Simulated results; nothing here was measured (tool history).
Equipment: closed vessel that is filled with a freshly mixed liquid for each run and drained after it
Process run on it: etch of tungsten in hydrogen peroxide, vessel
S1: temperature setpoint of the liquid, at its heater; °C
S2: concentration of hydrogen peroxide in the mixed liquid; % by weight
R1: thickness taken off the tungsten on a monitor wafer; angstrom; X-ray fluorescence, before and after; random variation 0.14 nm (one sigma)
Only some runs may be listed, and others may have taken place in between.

Run 1, hour 0.0: S1 52.0 °C, S2 19.5 % by weight, time in the liquid (s) 30. Result: R1 300.32 angstrom.
Run 2, hour 6.0: S1 52.0 °C, S2 23.0 % by weight, time in the liquid (s) 30. Result: R1 326.01 angstrom.
Run 3, hour 15.3: S1 52.0 °C, S2 20.5 % by weight, time in the liquid (s) 30. Result: R1 304.94 angstrom.
Run 4, hour 22.5: S1 53.5 °C, S2 20.5 % by weight, time in the liquid (s) 30. Result: R1 337.22 angstrom.
Run 5, hour 26.1: S1 54.5 °C, S2 20.5 % by weight, time in the liquid (s) 30. Result: R1 357.08 angstrom.
Run 6, hour 33.9: S1 50.0 °C, S2 20.5 % by weight, time in the liquid (s) 30. Result: R1 269.93 angstrom.
Run 7, hour 41.3: S1 52.0 °C, S2 20.5 % by weight, time in the liquid (s) 30. Result: R1 305.68 angstrom.
Run 8, hour 50.4: S1 53.5 °C, S2 20.5 % by weight, time in the liquid (s) 30. Result: R1 337.04 angstrom.
Run 9, hour 56.1: S1 54.5 °C, S2 20.5 % by weight, time in the liquid (s) 30. Result: R1 356.93 angstrom.
Run 10, hour 57.4: S1 55.0 °C, S2 20.5 % by weight, time in the liquid (s) 30. Result: R1 367.79 angstrom.

The next listed run, before its measurement:
Run 11, hour 60.0: S1 55.5 °C, S2 20.5 % by weight, time in the liquid (s) 30. Result: R1 ?.

Run 11 measured R1 378.04 angstrom.
